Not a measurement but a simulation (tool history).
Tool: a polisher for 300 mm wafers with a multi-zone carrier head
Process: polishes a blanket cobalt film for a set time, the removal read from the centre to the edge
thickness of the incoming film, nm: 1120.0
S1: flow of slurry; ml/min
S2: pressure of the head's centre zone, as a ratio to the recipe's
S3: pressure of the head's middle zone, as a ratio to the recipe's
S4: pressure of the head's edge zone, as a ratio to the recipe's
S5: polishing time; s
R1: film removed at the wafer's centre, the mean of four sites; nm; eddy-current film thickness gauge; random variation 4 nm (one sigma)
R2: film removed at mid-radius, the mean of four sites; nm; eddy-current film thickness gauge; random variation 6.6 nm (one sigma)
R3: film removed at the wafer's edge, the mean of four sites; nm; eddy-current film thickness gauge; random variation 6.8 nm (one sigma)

run	day	S1	S2	S3	S4	S5	R1	R2	R3
1	0	275	1	1	1	88	357.35	370.63	375.55
2	0.279	235	1	1	1	88	361.15	373.32	373.06
3	0.454	235	1	1	1	103	418.25	437.06	444.52
4	0.496	235	1	1	1	92	371.09	383.55	381.59
5	0.738	260	1.04	1.02	1.04	95	401.66	406.91	416.26
6	0.933	260	1.04	1.02	1.04	74	315.81	319.63	322.65
7	1.262	265	1.07	1.04	1.07	83	360.47	366.15	365.37
8	1.404	270	1.09	1.04	1.1	89	404.37	388.2	396.4
9	1.7	280	1.09	1.05	1.12	93	419.17	406.47	414.12
10	1.742	280	1.08	1.05	1.13	97	434.16	422.22	439.89
11	2.112	280	1.08	1.06	1.14	99	437.45	436.18	459.14
# day 2.242: worn pad replaced by a new one
12	2.242	315	1.16	1.1	1.18	102	525.92	500.37	502.33
13	2.567	295	1.15	1.09	1.18	103	529.31	500.71	503.55
14	2.892	295	1.14	1.08	1.18	103	524.07	506.6	501
15	3.208	300	1.13	1.07	1.18	103	525.48	501.38	494.52
16	3.358	275	1.13	1.07	1.18	103	514.91	489.17	501.32

Forecast run 17:
17	3.404	275	1.12	1.07	1.18	103	?	?	?

{"run 17": {"R1": 515.34, "R2": 507.04, "R3": 503.24}}
